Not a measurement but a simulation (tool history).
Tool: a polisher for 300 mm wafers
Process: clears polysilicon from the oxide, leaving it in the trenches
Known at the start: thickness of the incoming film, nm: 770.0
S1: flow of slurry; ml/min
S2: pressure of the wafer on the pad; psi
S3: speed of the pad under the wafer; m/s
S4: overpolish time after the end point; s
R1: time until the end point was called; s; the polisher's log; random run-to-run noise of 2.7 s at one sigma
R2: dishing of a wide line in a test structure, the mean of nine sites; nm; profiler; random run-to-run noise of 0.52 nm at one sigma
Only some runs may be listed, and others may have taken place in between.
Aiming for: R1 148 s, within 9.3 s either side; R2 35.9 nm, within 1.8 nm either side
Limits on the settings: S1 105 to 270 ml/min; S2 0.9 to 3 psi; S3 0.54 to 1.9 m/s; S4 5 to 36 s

{"run": 1, "hour": 0.0, "S1": 175, "S2": 1.9, "S3": 1.22, "S4": 18, "R1": 77.668, "R2": 47.948}
{"run": 2, "hour": 3.8, "S1": 175, "S2": 1.6, "S3": 1.22, "S4": 18, "R1": 90.506, "R2": 48.644}
{"run": 3, "hour": 7.2, "S1": 150, "S2": 1.7, "S3": 1, "S4": 14, "R1": 103.4, "R2": 42.177}
{"run": 4, "hour": 14.3, "S1": 145, "S2": 1.5, "S3": 0.96, "S4": 11, "R1": 126.59, "R2": 36.015}
{"run": 5, "hour": 19.0, "S1": 145, "S2": 1.5, "S3": 1.16, "S4": 11, "R1": 100.61, "R2": 39.395}
{"run": 6, "hour": 19.9, "S1": 145, "S2": 1.5, "S3": 1.16, "S4": 15, "R1": 105, "R2": 43.326}
{"run": 7, "hour": 25.9, "S1": 145, "S2": 1.5, "S3": 1.16, "S4": 15, "R1": 102.1, "R2": 44.176}
{"run": 8, "hour": 34.0, "S1": 145, "S2": 1.4, "S3": 1.1, "S4": 13, "R1": 112.62, "R2": 39.411}
{"run": 9, "hour": 41.4, "S1": 145, "S2": 1.2, "S3": 1.08, "S4": 13, "R1": 138.65, "R2": 37.484}

Next run, 5 choices. One meets every target within its allowed miss, the rest don't. Which?
{"run": "A", "hour": 48.8, "S1": 130, "S2": 1, "S3": 1.22, "S4": 17, "R1": "?", "R2": "?"}
{"run": "B", "hour": 48.8, "S1": 130, "S2": 1.3, "S3": 1.1, "S4": 14, "R1": "?", "R2": "?"}
{"run": "C", "hour": 48.8, "S1": 125, "S2": 0.9, "S3": 1.34, "S4": 18, "R1": "?", "R2": "?"}
{"run": "D", "hour": 48.8, "S1": 170, "S2": 1.1, "S3": 1.08, "S4": 13, "R1": "?", "R2": "?"}
{"run": "E", "hour": 48.8, "S1": 150, "S2": 0.9, "S3": 1.56, "S4": 14, "R1": "?", "R2": "?"}

move=A R1=149.02 R2=40.21
move=B R1=128.37 R2=39.514
move=C R1=151.47 R2=40.824
move=D R1=145.94 R2=36.157
move=E R1=126.03 R2=39.801
A: corrects the largest miss of the last run, while another result sits out of spec
B: moves away from the targets compared with the last run
C: corrects the largest miss of the last run, while another result sits out of spec
D: all results land within tolerance of their targets
E: moves away from the targets compared with the last run
The move that meets every target is D.
